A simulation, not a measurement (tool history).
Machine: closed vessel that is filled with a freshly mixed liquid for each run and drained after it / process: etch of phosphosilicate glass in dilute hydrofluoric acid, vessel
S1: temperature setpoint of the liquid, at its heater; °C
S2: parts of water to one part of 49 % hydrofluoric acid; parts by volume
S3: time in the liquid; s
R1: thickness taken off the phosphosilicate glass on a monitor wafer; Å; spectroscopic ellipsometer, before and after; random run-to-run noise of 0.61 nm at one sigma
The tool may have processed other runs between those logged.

run,hour,S1,S2,S3,R1
1,0.0,24.0,220,35,164.85
2,6.7,24.0,220,30,141.88
3,9.6,20.5,220,30,122.76
4,10.5,23.0,180,30,174.54
5,12.1,23.0,180,30,175.99
6,17.0,25.0,150,30,233.12
7,23.4,26.5,125,30,304.03
8,32.0,27.5,110,30,370.20
9,40.5,28.5,100,30,427.38
10,48.1,29.5,95,30,460.84
11,50.3,32.0,45,30,1195.30
12,53.4,31.0,45,30,1128.80
13,58.6,27.0,55,30,781.21
14,67.3,24.0,55,30,699.28
# hour 69.6: thermometer replaced
15,69.6,22.0,55,30,580.31

Run 16 comes next. What will it give?
16,76.6,22.5,55,30,?

{"run 16": {"R1": 612.48}}

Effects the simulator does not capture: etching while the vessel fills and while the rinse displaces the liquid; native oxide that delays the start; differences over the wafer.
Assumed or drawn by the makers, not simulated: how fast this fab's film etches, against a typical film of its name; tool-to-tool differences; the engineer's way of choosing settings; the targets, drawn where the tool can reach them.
